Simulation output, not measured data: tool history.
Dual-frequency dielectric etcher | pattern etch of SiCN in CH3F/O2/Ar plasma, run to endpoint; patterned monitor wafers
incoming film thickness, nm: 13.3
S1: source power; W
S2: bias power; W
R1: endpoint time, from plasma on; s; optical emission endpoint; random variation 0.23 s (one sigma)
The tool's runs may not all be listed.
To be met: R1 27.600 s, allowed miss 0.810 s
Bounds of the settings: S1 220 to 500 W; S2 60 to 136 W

run,hour,S1,S2,R1
1,0.0,360,98,32.343
2,8.4,330,98,33.673
3,17.0,350,100,32.239
4,22.7,360,101,32.047
5,23.7,360,108,31.428
6,26.1,370,110,30.147
7,29.5,380,111,30.150
8,38.1,390,112,29.879
9,46.2,400,113,29.144

Which of these 5 next moves meets every target?
A,54.3,420,111,?
B,54.3,410,108,?
C,54.3,410,106,?
D,54.3,430,105,?
E,54.3,450,118,?

move,R1
A,29.212
B,29.738
C,29.904
D,29.425
E,27.901
A: as far off as the last run
B: further off than the last run
C: further off than the last run
D: further off than the last run
E: meets every target
Answer: E
